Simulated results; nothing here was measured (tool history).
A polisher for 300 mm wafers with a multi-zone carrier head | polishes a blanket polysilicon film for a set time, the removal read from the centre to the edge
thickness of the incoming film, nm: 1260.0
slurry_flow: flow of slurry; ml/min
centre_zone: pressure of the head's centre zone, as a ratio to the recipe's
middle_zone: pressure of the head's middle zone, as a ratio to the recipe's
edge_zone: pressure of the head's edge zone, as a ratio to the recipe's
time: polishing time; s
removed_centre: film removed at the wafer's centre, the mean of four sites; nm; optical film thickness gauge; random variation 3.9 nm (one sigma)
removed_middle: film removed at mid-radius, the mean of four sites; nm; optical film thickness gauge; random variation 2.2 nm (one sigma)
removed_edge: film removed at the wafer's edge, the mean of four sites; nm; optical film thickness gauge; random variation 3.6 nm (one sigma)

| run | hour | slurry_flow | centre_zone | middle_zone | edge_zone | time | removed_centre | removed_middle | removed_edge |
|---|---|---|---|---|---|---|---|---|---|
| 1 | 0.0 | 200 | 1.00 | 1.00 | 1.00 | 62 | 322.35 | 326.64 | 323.07 |
| 2 | 8.6 | 170 | 1.00 | 1.00 | 1.00 | 62 | 315.28 | 320.30 | 318.86 |
| 3 | 13.8 | 170 | 1.02 | 0.99 | 1.00 | 62 | 323.49 | 318.56 | 321.38 |
| 4 | 16.8 | 170 | 1.04 | 0.98 | 0.99 | 62 | 321.00 | 311.31 | 318.09 |
| 5 | 24.2 | 170 | 1.04 | 0.98 | 1.07 | 62 | 320.15 | 318.52 | 321.56 |
| 6 | 25.7 | 170 | 1.04 | 1.01 | 1.07 | 62 | 321.54 | 316.22 | 326.28 |
| 7 | 30.3 | 170 | 1.06 | 0.99 | 1.06 | 62 | 326.77 | 316.32 | 318.26 |
| 8 | 34.4 | 165 | 1.08 | 0.96 | 1.06 | 63 | 337.99 | 309.58 | 330.01 |
| 9 | 38.2 | 165 | 1.10 | 0.96 | 1.05 | 63 | 335.33 | 310.43 | 330.12 |
| 10 | 42.3 | 180 | 1.11 | 0.95 | 1.01 | 63 | 346.39 | 314.65 | 324.46 |

Run 11 comes next. What will it give?
|  | 43.4 | worn pad replaced by a new one |
| 11 | 43.4 | 180 | 1.12 | 0.94 | 1.00 | 63 | ? | ? | ? |

{"run 11": {"removed_centre": 372.14, "removed_middle": 328.61, "removed_edge": 347.49}}
